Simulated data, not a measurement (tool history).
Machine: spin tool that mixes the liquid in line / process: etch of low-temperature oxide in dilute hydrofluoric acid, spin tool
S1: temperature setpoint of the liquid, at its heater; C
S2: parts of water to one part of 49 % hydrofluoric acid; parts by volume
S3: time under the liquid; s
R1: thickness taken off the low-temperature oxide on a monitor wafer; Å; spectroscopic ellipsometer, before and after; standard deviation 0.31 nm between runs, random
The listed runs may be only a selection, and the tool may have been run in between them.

| run | day | S1 | S2 | S3 | R1 |
|---|---|---|---|---|---|
| 1 | 0.000 | 22.0 | 130 | 210 | 301.35 |
| 2 | 0.254 | 20.0 | 130 | 210 | 280.78 |
| 3 | 0.329 | 21.5 | 115 | 210 | 340.58 |
| 4 | 0.567 | 21.5 | 115 | 210 | 342.43 |
| 5 | 0.746 | 23.0 | 105 | 210 | 403.93 |
| 6 | 0.883 | 24.0 | 95 | 210 | 468.66 |
| 7 | 1.229 | 25.0 | 90 | 210 | 520.83 |
| 8 | 1.400 | 26.0 | 85 | 210 | 573.57 |
| 9 | 1.625 | 26.5 | 80 | 210 | 626.05 |
| 10 | 1.667 | 27.0 | 80 | 210 | 639.46 |
| 11 | 1.900 | 27.0 | 80 | 210 | 639.06 |
| 12 | 2.158 | 27.5 | 75 | 210 | 702.91 |
| 13 | 2.388 | 28.0 | 75 | 210 | 711.97 |
| 14 | 2.446 | 28.0 | 75 | 210 | 713.48 |

What will run 15 give?
| 15 | 2.625 | 30.0 | 60 | 210 | ? |

For run 15 the tool returned R1 986.78 Å.
